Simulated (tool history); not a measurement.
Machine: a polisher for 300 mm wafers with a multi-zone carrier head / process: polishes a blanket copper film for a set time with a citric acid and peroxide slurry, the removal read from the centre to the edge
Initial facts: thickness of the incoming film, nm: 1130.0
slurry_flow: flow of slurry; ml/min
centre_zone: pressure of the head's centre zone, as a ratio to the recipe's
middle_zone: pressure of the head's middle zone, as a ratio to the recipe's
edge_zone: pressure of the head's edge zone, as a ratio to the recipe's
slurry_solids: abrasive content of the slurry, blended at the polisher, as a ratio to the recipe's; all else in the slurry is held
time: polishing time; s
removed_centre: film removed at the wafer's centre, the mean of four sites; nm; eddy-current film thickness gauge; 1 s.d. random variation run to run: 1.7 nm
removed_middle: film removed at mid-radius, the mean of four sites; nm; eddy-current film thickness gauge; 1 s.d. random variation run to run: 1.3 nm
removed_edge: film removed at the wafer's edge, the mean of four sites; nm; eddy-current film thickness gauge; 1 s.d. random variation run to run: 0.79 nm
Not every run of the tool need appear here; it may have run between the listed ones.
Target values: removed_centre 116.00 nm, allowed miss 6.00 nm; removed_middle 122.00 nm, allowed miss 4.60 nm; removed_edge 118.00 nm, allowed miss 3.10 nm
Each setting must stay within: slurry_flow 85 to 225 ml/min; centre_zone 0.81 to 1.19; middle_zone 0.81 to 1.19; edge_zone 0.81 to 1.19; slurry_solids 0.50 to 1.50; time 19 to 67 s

| run | hour | slurry_flow | centre_zone | middle_zone | edge_zone | slurry_solids | time | removed_centre | removed_middle | removed_edge |
|---|---|---|---|---|---|---|---|---|---|---|
| 1 | 0.0 | 145 | 1.00 | 1.00 | 1.00 | 1.00 | 43 | 159.21 | 161.33 | 159.87 |
| 2 | 3.1 | 140 | 0.98 | 0.99 | 0.97 | 0.85 | 42 | 145.98 | 150.34 | 148.73 |
| 3 | 8.6 | 140 | 0.98 | 0.99 | 0.97 | 0.85 | 50 | 173.70 | 180.01 | 177.63 |
| 4 | 10.3 | 135 | 0.97 | 0.98 | 0.94 | 0.75 | 47 | 159.65 | 160.55 | 160.09 |
| 5 | 17.4 | 130 | 0.95 | 0.98 | 0.92 | 0.70 | 45 | 143.25 | 153.10 | 150.14 |
| 6 | 20.8 | 150 | 0.95 | 0.98 | 0.92 | 0.70 | 45 | 149.17 | 156.23 | 153.11 |
| 7 | 26.7 | 140 | 0.95 | 0.98 | 0.90 | 0.65 | 43 | 136.82 | 145.56 | 140.77 |
| 8 | 31.9 | 130 | 0.95 | 0.97 | 0.88 | 0.60 | 42 | 133.23 | 138.28 | 133.24 |
| 9 | 35.1 | 125 | 0.94 | 0.96 | 0.86 | 0.55 | 41 | 125.77 | 130.06 | 127.86 |
| 10 | 42.5 | 120 | 0.94 | 0.96 | 0.85 | 0.55 | 41 | 125.10 | 131.90 | 125.40 |
| 11 | 45.1 | 115 | 0.93 | 0.95 | 0.84 | 0.55 | 41 | 122.12 | 127.25 | 124.35 |
| 12 | 49.4 | 110 | 0.93 | 0.95 | 0.83 | 0.55 | 41 | 123.13 | 127.21 | 122.26 |
| 13 | 57.8 | 105 | 0.92 | 0.95 | 0.83 | 0.55 | 41 | 118.03 | 126.01 | 123.80 |
| 14 | 66.5 | 105 | 0.92 | 0.95 | 0.82 | 0.55 | 41 | 117.55 | 126.14 | 121.31 |

4 candidate next runs follow, results not yet known. Just one meets every target within its allowed miss. Identify it.
| A | 75.2 | 110 | 0.89 | 0.97 | 0.81 | 0.55 | 41 | ? | ? | ? |
| B | 75.2 | 110 | 0.90 | 0.91 | 0.89 | 0.60 | 40 | ? | ? | ? |
| C | 75.2 | 160 | 1.08 | 0.95 | 0.81 | 0.50 | 37 | ? | ? | ? |
| D | 75.2 | 100 | 0.94 | 0.96 | 0.83 | 0.55 | 40 | ? | ? | ? |

| move | removed_centre | removed_middle | removed_edge |
|---|---|---|---|
| A | 115.58 | 128.80 | 122.41 |
| B | 115.29 | 120.60 | 126.21 |
| C | 131.32 | 119.45 | 113.70 |
| D | 116.30 | 122.50 | 119.36 |
A: the biggest miss grows against the last run
B: the biggest miss grows against the last run
C: moves the result that the last run missed by most past its target, out the other side
D: every result within its allowed miss
The move that meets every target is D.
